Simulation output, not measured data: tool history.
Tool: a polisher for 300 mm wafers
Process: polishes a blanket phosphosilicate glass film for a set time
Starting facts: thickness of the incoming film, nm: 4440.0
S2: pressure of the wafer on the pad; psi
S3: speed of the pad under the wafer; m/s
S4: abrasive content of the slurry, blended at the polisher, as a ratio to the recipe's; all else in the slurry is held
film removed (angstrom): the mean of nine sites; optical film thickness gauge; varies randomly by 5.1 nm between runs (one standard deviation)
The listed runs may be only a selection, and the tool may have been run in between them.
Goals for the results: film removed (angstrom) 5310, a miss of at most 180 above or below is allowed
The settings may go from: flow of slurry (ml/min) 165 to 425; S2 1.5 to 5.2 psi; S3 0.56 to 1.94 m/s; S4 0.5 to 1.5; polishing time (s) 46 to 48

Run 1, day 0: flow of slurry (ml/min) 275, S2 3.3 psi, S3 1.24 m/s, S4 1, polishing time (s) 46. Result: film removed (angstrom) 4031.7.
Run 2, day 0.033: flow of slurry (ml/min) 340, S2 3.3 psi, S3 1.24 m/s, S4 1, polishing time (s) 46. Result: film removed (angstrom) 4121.8.
Run 3, day 0.117: flow of slurry (ml/min) 340, S2 3.3 psi, S3 1.24 m/s, S4 1, polishing time (s) 48. Result: film removed (angstrom) 4343.1.
Run 4, day 0.175: flow of slurry (ml/min) 315, S2 3.3 psi, S3 1.24 m/s, S4 1, polishing time (s) 48. Result: film removed (angstrom) 4265.4.
Run 5, day 0.204: flow of slurry (ml/min) 315, S2 3.4 psi, S3 1.24 m/s, S4 1, polishing time (s) 48. Result: film removed (angstrom) 4420.4.
Run 6, day 0.525: flow of slurry (ml/min) 315, S2 2.9 psi, S3 1.24 m/s, S4 1, polishing time (s) 48. Result: film removed (angstrom) 3763.6.
Run 7, day 0.817: flow of slurry (ml/min) 315, S2 2.9 psi, S3 1.24 m/s, S4 1, polishing time (s) 48. Result: film removed (angstrom) 3743.
Run 8, day 1.175: flow of slurry (ml/min) 315, S2 3 psi, S3 1.24 m/s, S4 1, polishing time (s) 48. Result: film removed (angstrom) 3901.4.
Run 9, day 1.242: flow of slurry (ml/min) 315, S2 3.1 psi, S3 1.24 m/s, S4 1, polishing time (s) 48. Result: film removed (angstrom) 4071.
Run 10, day 1.408: flow of slurry (ml/min) 315, S2 3.2 psi, S3 1.24 m/s, S4 1, polishing time (s) 48. Result: film removed (angstrom) 4099.6.
Run 11, day 1.754: flow of slurry (ml/min) 315, S2 3.2 psi, S3 1.24 m/s, S4 1, polishing time (s) 48. Result: film removed (angstrom) 4161.2.
Run 12, day 1.921: flow of slurry (ml/min) 315, S2 3.3 psi, S3 1.24 m/s, S4 1, polishing time (s) 48. Result: film removed (angstrom) 4286.5.

Which of these 4 next moves meets every target?
Run A, day 2.088: flow of slurry (ml/min) 270, S2 3.6 psi, S3 1.02 m/s, S4 1.15, polishing time (s) 46. Result: film removed (angstrom) ?.
Run B, day 2.088: flow of slurry (ml/min) 345, S2 2.8 psi, S3 1.24 m/s, S4 1, polishing time (s) 46. Result: film removed (angstrom) ?.
Run C, day 2.088: flow of slurry (ml/min) 300, S2 3.3 psi, S3 1.36 m/s, S4 1, polishing time (s) 48. Result: film removed (angstrom) ?.
Run D, day 2.088: flow of slurry (ml/min) 250, S2 3.6 psi, S3 1.44 m/s, S4 1.05, polishing time (s) 48. Result: film removed (angstrom) ?.

move  film removed (angstrom)
   A                   4024.4
   B                   3520.3
   C                   4559.8
   D                     5226
A: its largest miss is bigger than the last run's
B: its largest miss is bigger than the last run's
C: closes in on the targets versus the last run, not all within tolerance yet
D: all results in spec
The right move is D.
